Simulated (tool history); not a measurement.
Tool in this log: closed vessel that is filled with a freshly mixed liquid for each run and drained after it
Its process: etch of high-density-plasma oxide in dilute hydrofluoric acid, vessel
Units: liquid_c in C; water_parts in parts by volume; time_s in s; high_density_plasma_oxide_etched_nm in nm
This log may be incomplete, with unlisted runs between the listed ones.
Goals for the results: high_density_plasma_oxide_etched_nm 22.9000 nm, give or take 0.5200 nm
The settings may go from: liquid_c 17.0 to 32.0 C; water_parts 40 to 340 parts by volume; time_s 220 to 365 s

run,hour,liquid_c,water_parts,time_s,high_density_plasma_oxide_etched_nm
1,0.0,24.0,190,365,9.1801
2,2.2,24.0,190,220,5.4957
3,6.1,26.5,140,250,9.9173
4,12.0,29.0,140,250,10.8710
5,19.5,29.0,140,220,9.5825
6,26.1,29.5,105,265,16.6700
7,31.6,30.0,95,265,18.8510
8,40.0,30.5,90,265,20.6490
9,47.5,31.0,90,265,20.7860
10,49.0,32.0,80,265,24.4560
11,50.9,31.5,80,265,24.1720
12,59.7,31.0,80,265,24.0020

5 candidate next runs follow, results not yet known. Just one meets every target within its allowed miss. Identify it.
A,68.5,30.0,100,345,?
B,68.5,32.0,75,220,?
C,68.5,32.0,105,365,?
D,68.5,32.0,105,360,?
E,68.5,31.0,65,225,?

move,high_density_plasma_oxide_etched_nm
A,23.2940
B,22.2180
C,25.0590
D,24.7160
E,25.6790
A: each result inside its tolerance
B: pushes the last run's worst result past its target
C: further off than the last run
D: further off than the last run
E: further off than the last run
Correct choice: A, which meets every target
